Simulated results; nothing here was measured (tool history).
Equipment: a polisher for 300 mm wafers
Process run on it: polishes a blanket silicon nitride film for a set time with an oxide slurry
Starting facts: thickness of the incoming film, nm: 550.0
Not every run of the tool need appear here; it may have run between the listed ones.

run	day	flow of slurry (ml/min)	pressure of the wafer on the pad (psi)	speed of the pad under the wafer (m/s)	abrasive content of the slurry	polishing time (s)	film removed (angstrom)
1	0	205	3.8	1.22	1	22	156.38
2	0.092	205	3.8	1.22	1.1	22	159.86
3	0.404	210	4.3	1.22	1.1	22	182.56
4	0.742	210	4.3	0.96	1.1	22	151.47
5	0.838	215	4.8	1	1.1	22	173.17
6	1.104	215	5.1	1.06	1.1	22	197.84

The next listed run, before its measurement:
7	1.238	215	5.4	1.08	1.1	22	?

Run 7 measured film removed (angstrom) 208.05.

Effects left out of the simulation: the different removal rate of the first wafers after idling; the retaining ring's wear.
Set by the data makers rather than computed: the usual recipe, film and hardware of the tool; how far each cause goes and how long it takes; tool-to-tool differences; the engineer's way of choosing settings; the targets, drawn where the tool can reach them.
